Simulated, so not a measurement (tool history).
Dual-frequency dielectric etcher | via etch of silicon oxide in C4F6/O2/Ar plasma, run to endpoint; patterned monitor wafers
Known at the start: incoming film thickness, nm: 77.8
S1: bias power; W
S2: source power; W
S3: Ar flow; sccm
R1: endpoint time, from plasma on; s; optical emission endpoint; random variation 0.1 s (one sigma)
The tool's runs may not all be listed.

run,day,S1,S2,S3,R1
1,0.000,545,330,301,17.869
2,0.183,631,330,301,16.554
3,0.329,631,380,301,15.272
4,0.642,631,380,268,15.195
5,0.712,557,380,268,15.972
6,0.875,523,380,268,16.702

Run 7 comes next. What will it give?
7,1.204,477,380,268,?

Run 7 gave R1 17.485 s.

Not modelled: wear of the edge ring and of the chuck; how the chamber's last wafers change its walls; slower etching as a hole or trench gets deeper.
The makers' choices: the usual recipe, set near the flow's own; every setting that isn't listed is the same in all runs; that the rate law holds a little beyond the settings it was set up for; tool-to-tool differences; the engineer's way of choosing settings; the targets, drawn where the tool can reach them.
